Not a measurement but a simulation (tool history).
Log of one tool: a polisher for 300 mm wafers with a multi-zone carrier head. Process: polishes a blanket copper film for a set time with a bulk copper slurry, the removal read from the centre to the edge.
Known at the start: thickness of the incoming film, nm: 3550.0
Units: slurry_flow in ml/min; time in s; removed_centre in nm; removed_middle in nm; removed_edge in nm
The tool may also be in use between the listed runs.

Run 1, day 0: slurry_flow 180 ml/min, centre_zone 1, middle_zone 1, edge_zone 1, slurry_solids 1, time 66 s. Result: removed_centre 589.42 nm, removed_middle 584.46 nm, removed_edge 589.14 nm.
Run 2, day 0.346: slurry_flow 165 ml/min, centre_zone 0.94, middle_zone 1.01, edge_zone 1.01, slurry_solids 1, time 66 s. Result: removed_centre 552.2 nm, removed_middle 579.11 nm, removed_edge 567.13 nm.
Run 3, day 0.483: slurry_flow 205 ml/min, centre_zone 0.94, middle_zone 1.01, edge_zone 1.01, slurry_solids 1, time 66 s. Result: removed_centre 572.58 nm, removed_middle 593 nm, removed_edge 603.19 nm.
Run 4, day 0.8: slurry_flow 195 ml/min, centre_zone 0.9, middle_zone 1.04, edge_zone 1.07, slurry_solids 0.9, time 66 s. Result: removed_centre 538.39 nm, removed_middle 599.4 nm, removed_edge 601.38 nm.
Run 5, day 0.85: slurry_flow 160 ml/min, centre_zone 0.9, middle_zone 1.04, edge_zone 1.07, slurry_solids 0.9, time 66 s. Result: removed_centre 520.19 nm, removed_middle 578.92 nm, removed_edge 586.16 nm.
Run 6, day 1.192: slurry_flow 160 ml/min, centre_zone 0.99, middle_zone 1.04, edge_zone 1.07, slurry_solids 0.9, time 66 s. Result: removed_centre 575.34 nm, removed_middle 574.78 nm, removed_edge 586.95 nm.
Run 7, day 1.379: slurry_flow 160 ml/min, centre_zone 0.99, middle_zone 1.04, edge_zone 1.07, slurry_solids 0.9, time 66 s. Result: removed_centre 574.08 nm, removed_middle 588.46 nm, removed_edge 580.93 nm.

The next listed run, before its measurement:
Run 8, day 1.579: slurry_flow 155 ml/min, centre_zone 0.93, middle_zone 1.05, edge_zone 1.09, slurry_solids 0.85, time 66 s. Result: removed_centre ?, removed_middle ?, removed_edge ?.

{"run 8": {"removed_centre": 528.25, "removed_middle": 569.29, "removed_edge": 577.84}}

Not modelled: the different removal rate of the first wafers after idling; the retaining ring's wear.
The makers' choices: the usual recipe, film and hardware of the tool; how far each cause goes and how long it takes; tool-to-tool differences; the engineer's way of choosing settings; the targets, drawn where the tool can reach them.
